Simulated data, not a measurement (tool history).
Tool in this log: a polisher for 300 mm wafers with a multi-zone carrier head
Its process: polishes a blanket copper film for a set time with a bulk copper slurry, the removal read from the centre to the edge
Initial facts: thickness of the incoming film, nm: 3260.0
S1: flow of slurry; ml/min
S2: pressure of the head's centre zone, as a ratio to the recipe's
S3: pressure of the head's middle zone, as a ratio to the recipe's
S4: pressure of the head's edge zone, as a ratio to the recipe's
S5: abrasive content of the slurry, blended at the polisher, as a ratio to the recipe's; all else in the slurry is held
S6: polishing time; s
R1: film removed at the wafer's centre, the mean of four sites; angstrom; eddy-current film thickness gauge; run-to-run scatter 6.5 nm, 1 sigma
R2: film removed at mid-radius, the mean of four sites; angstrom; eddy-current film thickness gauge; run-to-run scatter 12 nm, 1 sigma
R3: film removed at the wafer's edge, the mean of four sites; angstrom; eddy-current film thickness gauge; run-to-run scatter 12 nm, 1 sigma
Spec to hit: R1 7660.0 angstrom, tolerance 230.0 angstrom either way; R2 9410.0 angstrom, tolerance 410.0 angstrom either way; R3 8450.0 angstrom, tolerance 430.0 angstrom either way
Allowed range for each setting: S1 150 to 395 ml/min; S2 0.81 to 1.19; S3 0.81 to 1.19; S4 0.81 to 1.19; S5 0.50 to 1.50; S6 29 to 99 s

run    day   S1    S2    S3    S4    S5  S6      R1      R2      R3
  1  0.000  250  1.00  1.00  1.00  1.00  64  6895.2  6836.6  7025.9
  2  0.121  255  1.00  1.02  1.01  1.05  64  7055.2  7236.2  6965.8
  3  0.300  255  1.00  1.02  1.01  1.05  72  7950.0  7903.1  8278.8
  4  0.383  255  0.99  1.03  1.01  1.05  72  7833.0  7940.2  8012.2
  5  0.546  255  0.99  1.03  1.01  1.05  60  6505.9  6669.3  6739.0
  6  0.917  255  0.91  1.03  1.01  1.05  60  5998.5  6683.8  6497.0
  7  1.221  255  0.91  1.04  1.02  1.10  61  6151.1  6819.2  6932.5
  8  1.408  260  0.91  1.06  1.01  1.15  62  6279.8  6977.1  6990.1
  9  1.696  265  0.91  1.07  1.01  1.15  64  6542.8  7361.0  7131.9
 10  1.942  270  0.91  1.08  1.01  1.20  65  6631.5  7668.1  7221.6
 11  2.250  270  0.91  1.09  1.02  1.25  65  6604.5  7693.5  7594.4
 12  2.408  275  0.92  1.10  1.02  1.25  65  6684.2  7926.8  7486.9
 13  2.492  280  0.93  1.11  1.03  1.25  65  6815.2  7972.4  7639.2
 14  2.733  285  0.94  1.12  1.03  1.25  65  7046.9  8064.6  7515.0
 15  2.871  290  0.94  1.13  1.03  1.25  65  7024.2  8091.9  7394.5
 16  3.142  290  0.94  1.13  1.03  1.25  65  6899.2  7930.0  7512.2
 17  3.479  290  0.94  1.14  1.03  1.25  66  6985.7  8139.8  7685.1
 18  3.767  295  0.94  1.15  1.03  1.30  66  7157.5  8646.7  7679.3
 19  4.017  295  0.94  1.15  1.04  1.30  66  7158.4  8406.7  7811.3

4 candidate next runs follow, results not yet known. Just one meets every target within its allowed miss. Identify it.
  A  4.267  180  1.06  1.08  1.19  1.40  63   ?   ?   ?
  B  4.267  215  0.97  0.81  1.19  1.20  74   ?   ?   ?
  C  4.267  345  0.92  1.18  1.06  1.20  73   ?   ?   ?
  D  4.267  170  0.81  0.99  1.06  1.50  73   ?   ?   ?

move      R1      R2      R3
   A  7277.4  7202.8  7813.7
   B  7762.0  6609.6  9103.7
   C  7610.0  9318.2  8684.3
   D  6456.9  7807.4  8606.1
A: further off than the last run
B: further off than the last run
C: every result lands within tolerance
D: further off than the last run
Answer: C
